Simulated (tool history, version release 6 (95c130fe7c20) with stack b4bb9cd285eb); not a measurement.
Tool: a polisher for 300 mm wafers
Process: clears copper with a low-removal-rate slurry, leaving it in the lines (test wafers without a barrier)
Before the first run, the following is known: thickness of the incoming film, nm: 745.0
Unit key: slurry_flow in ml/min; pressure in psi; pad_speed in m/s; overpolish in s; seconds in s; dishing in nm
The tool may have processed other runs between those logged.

{"run": 1, "hour": 0.0, "slurry_flow": 215, "pressure": 4, "pad_speed": 1.24, "slurry_solids": 1, "overpolish": 24, "seconds": 161.03, "dishing": 72.047}
{"run": 2, "hour": 6.0, "slurry_flow": 215, "pressure": 4.6, "pad_speed": 1.32, "slurry_solids": 1, "overpolish": 22, "seconds": 132.29, "dishing": 78.99}
{"run": 3, "hour": 11.5, "slurry_flow": 215, "pressure": 5, "pad_speed": 1.4, "slurry_solids": 1, "overpolish": 21, "seconds": 117.46, "dishing": 80.559}
{"run": 4, "hour": 18.0, "slurry_flow": 260, "pressure": 5, "pad_speed": 1.4, "slurry_solids": 1, "overpolish": 21, "seconds": 116.26, "dishing": 83.881}
{"run": 5, "hour": 24.1, "slurry_flow": 260, "pressure": 5, "pad_speed": 1.4, "slurry_solids": 1, "overpolish": 26, "seconds": 115.36, "dishing": 101.62}
{"run": 6, "hour": 27.5, "slurry_flow": 260, "pressure": 5, "pad_speed": 1.4, "slurry_solids": 1, "overpolish": 35, "seconds": 114.16, "dishing": 125.03}

Run 7 comes next. What will it give?
{"run": 7, "hour": 28.8, "slurry_flow": 265, "pressure": 6.1, "pad_speed": 1.62, "slurry_solids": 1, "overpolish": 24, "seconds": "?", "dishing": "?"}

{"run 7": {"seconds": 87.484, "dishing": 115.56}}
